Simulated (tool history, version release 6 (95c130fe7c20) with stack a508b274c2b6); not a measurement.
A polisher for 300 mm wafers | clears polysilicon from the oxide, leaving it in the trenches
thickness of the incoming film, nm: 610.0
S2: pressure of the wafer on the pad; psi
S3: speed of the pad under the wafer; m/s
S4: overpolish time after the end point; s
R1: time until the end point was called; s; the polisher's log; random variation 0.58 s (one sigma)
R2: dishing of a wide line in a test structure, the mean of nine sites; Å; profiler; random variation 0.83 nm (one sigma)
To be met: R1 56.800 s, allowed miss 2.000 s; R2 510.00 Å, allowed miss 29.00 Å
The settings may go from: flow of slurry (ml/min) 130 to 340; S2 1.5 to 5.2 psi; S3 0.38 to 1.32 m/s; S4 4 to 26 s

run 1 day=0.000 | flow_of_slurry_(ml/min)=220 S2=3.3 S3=0.84 S4=13 | R1=52.057 R2=643.05
run 2 day=0.279 | flow_of_slurry_(ml/min)=220 S2=3.3 S3=0.84 S4=10 | R1=53.026 R2=598.94
run 3 day=0.638 | flow_of_slurry_(ml/min)=220 S2=3.3 S3=0.84 S4=12 | R1=52.343 R2=637.29
run 4 day=0.679 | flow_of_slurry_(ml/min)=220 S2=3.6 S3=0.84 S4=12 | R1=48.469 R2=640.95
run 5 day=0.892 | flow_of_slurry_(ml/min)=220 S2=2.8 S3=0.84 S4=12 | R1=60.022 R2=589.46
run 6 day=0.975 | flow_of_slurry_(ml/min)=225 S2=2.9 S3=0.84 S4=10 | R1=59.414 R2=566.66
run 7 day=1.033 | flow_of_slurry_(ml/min)=225 S2=3.2 S3=0.84 S4=4 | R1=53.800 R2=337.87
run 8 day=1.150 | flow_of_slurry_(ml/min)=225 S2=3.1 S3=0.84 S4=6 | R1=56.553 R2=431.05
run 9 day=1.383 | flow_of_slurry_(ml/min)=225 S2=3.1 S3=0.84 S4=7 | R1=55.707 R2=477.87

4 next moves are on the table. One of them brings every result within its allowed miss. Which?
run A day=1.617 | flow_of_slurry_(ml/min)=250 S2=3.0 S3=0.92 S4=8 | R1=? R2=?
run B day=1.617 | flow_of_slurry_(ml/min)=230 S2=2.5 S3=1.02 S4=8 | R1=? R2=?
run C day=1.617 | flow_of_slurry_(ml/min)=180 S2=2.9 S3=0.90 S4=6 | R1=? R2=?
run D day=1.617 | flow_of_slurry_(ml/min)=200 S2=3.2 S3=0.78 S4=7 | R1=? R2=?

move=A R1=52.679 R2=534.27
move=B R1=57.254 R2=511.28
move=C R1=57.540 R2=429.81
move=D R1=59.402 R2=463.74
A: brings the result that was furthest off to its target, and leaves another outside
B: meets every target
C: further off than the last run
D: further off than the last run
Move B is the one to make.
